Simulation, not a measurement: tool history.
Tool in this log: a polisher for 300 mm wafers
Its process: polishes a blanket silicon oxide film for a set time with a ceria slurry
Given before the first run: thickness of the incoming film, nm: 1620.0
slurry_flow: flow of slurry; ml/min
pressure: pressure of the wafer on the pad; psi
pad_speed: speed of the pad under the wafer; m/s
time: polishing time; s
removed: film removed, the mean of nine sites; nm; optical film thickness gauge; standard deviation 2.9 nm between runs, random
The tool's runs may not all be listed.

run  hour  slurry_flow  pressure  pad_speed  time  removed
  1   0.0          295       4.0       1.38    63   418.22
  2   1.3          295       3.7       1.38    63   382.85
  3   5.4          295       3.5       1.38    63   357.29
  4  11.7          295       3.5       1.38    66   376.79
  5  19.5          295       3.5       1.72    66   460.30
  6  23.0          295       3.1       1.72    66   401.38
  7  31.4          295       2.9       1.72    66   384.53

Estimate the outcome of run 8 from the log above:
  8  35.9          295       2.7       1.72    66        ?

Run 8 yielded removed 353.02 nm.
